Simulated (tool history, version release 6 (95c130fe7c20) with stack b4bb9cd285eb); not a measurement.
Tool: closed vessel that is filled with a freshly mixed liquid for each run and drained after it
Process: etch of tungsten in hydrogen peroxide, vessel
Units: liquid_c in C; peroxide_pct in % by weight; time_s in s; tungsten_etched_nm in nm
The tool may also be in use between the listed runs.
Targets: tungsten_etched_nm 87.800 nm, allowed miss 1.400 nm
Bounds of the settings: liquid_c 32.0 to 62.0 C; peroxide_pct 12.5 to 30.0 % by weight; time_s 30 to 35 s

| run | hour | liquid_c | peroxide_pct | time_s | tungsten_etched_nm |
|---|---|---|---|---|---|
| 1 | 0.0 | 46.0 | 24.5 | 35 | 73.264 |
| 2 | 4.3 | 46.5 | 24.5 | 35 | 74.886 |
| 3 | 5.5 | 47.0 | 24.5 | 35 | 77.407 |
| 4 | 7.4 | 47.5 | 24.5 | 35 | 80.157 |
| 5 | 11.0 | 48.0 | 24.5 | 35 | 82.881 |
| 6 | 14.9 | 48.0 | 22.5 | 35 | 78.672 |
| 7 | 22.7 | 48.0 | 22.5 | 35 | 78.558 |
| 8 | 29.2 | 48.5 | 22.5 | 35 | 81.422 |
| 9 | 36.7 | 49.0 | 22.5 | 35 | 84.248 |

Which of these 5 next moves meets every target?
| A | 44.2 | 51.0 | 20.5 | 35 | ? |
| B | 44.2 | 49.5 | 19.0 | 35 | ? |
| C | 44.2 | 50.0 | 29.5 | 30 | ? |
| D | 44.2 | 50.5 | 22.0 | 35 | ? |
| E | 44.2 | 48.0 | 22.0 | 35 | ? |

| move | tungsten_etched_nm |
|---|---|
| A | 90.522 |
| B | 79.524 |
| C | 87.575 |
| D | 90.965 |
| E | 78.020 |
A: takes the result that was furthest off past its target
B: further off than the last run
C: meets every target
D: takes the result that was furthest off past its target
E: further off than the last run
Answer: C

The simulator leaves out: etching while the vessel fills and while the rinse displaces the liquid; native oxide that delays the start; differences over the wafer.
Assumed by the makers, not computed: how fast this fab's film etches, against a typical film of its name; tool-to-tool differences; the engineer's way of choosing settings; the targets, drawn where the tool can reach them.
